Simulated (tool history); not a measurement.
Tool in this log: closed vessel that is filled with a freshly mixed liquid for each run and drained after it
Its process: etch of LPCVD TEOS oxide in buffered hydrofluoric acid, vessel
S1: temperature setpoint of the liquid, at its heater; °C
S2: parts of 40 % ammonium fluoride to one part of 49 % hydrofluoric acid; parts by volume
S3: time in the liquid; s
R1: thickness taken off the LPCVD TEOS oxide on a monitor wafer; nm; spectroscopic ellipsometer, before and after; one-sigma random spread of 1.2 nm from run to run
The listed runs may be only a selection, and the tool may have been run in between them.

run	hour	S1	S2	S3	R1
1	0.0	22.0	23.0	100	107.20
2	6.2	22.0	23.0	100	106.12
3	14.6	23.0	22.0	100	116.18
4	15.4	23.0	15.5	100	160.96
5	24.2	25.5	15.5	100	184.35
6	28.6	25.5	9.0	100	299.69
7	31.3	25.0	9.0	100	294.71

Run 8, settings as shown, results not yet in. Your forecast:
8	37.1	25.0	9.0	100	?

{"run 8": {"R1": 293.0}}
